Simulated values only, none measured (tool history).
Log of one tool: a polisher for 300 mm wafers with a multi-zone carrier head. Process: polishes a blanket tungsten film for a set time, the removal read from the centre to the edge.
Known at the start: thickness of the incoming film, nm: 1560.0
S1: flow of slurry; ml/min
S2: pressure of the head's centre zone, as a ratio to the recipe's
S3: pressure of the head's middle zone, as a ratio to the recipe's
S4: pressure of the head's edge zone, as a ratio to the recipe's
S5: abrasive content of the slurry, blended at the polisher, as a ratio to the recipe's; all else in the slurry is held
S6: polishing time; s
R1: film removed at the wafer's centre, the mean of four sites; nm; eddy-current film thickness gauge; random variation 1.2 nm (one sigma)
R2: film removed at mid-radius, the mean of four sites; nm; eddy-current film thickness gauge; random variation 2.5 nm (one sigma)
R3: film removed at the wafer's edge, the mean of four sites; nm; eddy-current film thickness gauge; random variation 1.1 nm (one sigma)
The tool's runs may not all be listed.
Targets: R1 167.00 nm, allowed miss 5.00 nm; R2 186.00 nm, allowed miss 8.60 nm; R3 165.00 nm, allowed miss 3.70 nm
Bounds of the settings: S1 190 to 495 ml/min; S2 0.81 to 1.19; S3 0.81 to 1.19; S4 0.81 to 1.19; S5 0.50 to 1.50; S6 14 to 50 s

{"run": 1, "hour": 0.0, "S1": 320, "S2": 1.0, "S3": 1.0, "S4": 1.0, "S5": 1.0, "S6": 32, "R1": 123.07, "R2": 123.41, "R3": 121.47}
{"run": 2, "hour": 1.7, "S1": 320, "S2": 1.0, "S3": 1.03, "S4": 1.0, "S5": 1.0, "S6": 32, "R1": 122.09, "R2": 128.57, "R3": 121.23}
{"run": 3, "hour": 8.8, "S1": 325, "S2": 1.02, "S3": 1.05, "S4": 1.03, "S5": 1.1, "S6": 33, "R1": 131.46, "R2": 135.57, "R3": 130.81}
{"run": 4, "hour": 9.7, "S1": 335, "S2": 1.03, "S3": 1.08, "S4": 1.03, "S5": 1.2, "S6": 34, "R1": 138.24, "R2": 143.36, "R3": 137.68}
{"run": 5, "hour": 14.0, "S1": 335, "S2": 0.94, "S3": 1.08, "S4": 1.03, "S5": 1.2, "S6": 34, "R1": 126.86, "R2": 144.19, "R3": 136.02}
{"run": 6, "hour": 15.1, "S1": 340, "S2": 0.96, "S3": 1.1, "S4": 1.02, "S5": 1.25, "S6": 35, "R1": 133.69, "R2": 149.25, "R3": 139.94}
{"run": 7, "hour": 16.0, "S1": 340, "S2": 0.97, "S3": 1.12, "S4": 1.01, "S5": 1.3, "S6": 36, "R1": 142.4, "R2": 162.51, "R3": 145.3}
{"run": 8, "hour": 21.7, "S1": 340, "S2": 0.98, "S3": 1.13, "S4": 1.02, "S5": 1.35, "S6": 36, "R1": 145.04, "R2": 167.32, "R3": 144.79}
{"run": 9, "hour": 30.6, "S1": 345, "S2": 1.0, "S3": 1.14, "S4": 1.05, "S5": 1.4, "S6": 36, "R1": 148.88, "R2": 163.85, "R3": 148.66}
{"run": 10, "hour": 37.6, "S1": 345, "S2": 1.0, "S3": 1.14, "S4": 1.05, "S5": 1.4, "S6": 36, "R1": 149.63, "R2": 166.16, "R3": 150.65}
{"run": 11, "hour": 40.3, "S1": 390, "S2": 1.05, "S3": 1.19, "S4": 1.11, "S5": 1.5, "S6": 37, "R1": 163.1, "R2": 182.19, "R3": 161.36}
{"run": 12, "hour": 47.3, "S1": 395, "S2": 1.05, "S3": 1.19, "S4": 1.11, "S5": 1.5, "S6": 37, "R1": 165.94, "R2": 180.73, "R3": 158.9}

4 next moves are on the table. One of them brings every result within its allowed miss. Which?
{"run": "A", "hour": 54.3, "S1": 405, "S2": 1.03, "S3": 1.16, "S4": 1.09, "S5": 1.35, "S6": 39, "R1": "?", "R2": "?", "R3": "?"}
{"run": "B", "hour": 54.3, "S1": 495, "S2": 1.08, "S3": 1.19, "S4": 1.02, "S5": 1.5, "S6": 36, "R1": "?", "R2": "?", "R3": "?"}
{"run": "C", "hour": 54.3, "S1": 390, "S2": 1.08, "S3": 1.19, "S4": 1.06, "S5": 1.4, "S6": 38, "R1": "?", "R2": "?", "R3": "?"}
{"run": "D", "hour": 54.3, "S1": 420, "S2": 1.12, "S3": 1.19, "S4": 0.97, "S5": 1.45, "S6": 36, "R1": "?", "R2": "?", "R3": "?"}

move=A R1=165.60 R2=183.58 R3=165.82
move=B R1=165.20 R2=179.05 R3=153.01
move=C R1=169.19 R2=183.64 R3=160.27
move=D R1=167.71 R2=176.06 R3=147.43
A: meets every target
B: further off than the last run
C: nearer than the last run, and not there yet
D: further off than the last run
The right move is A.
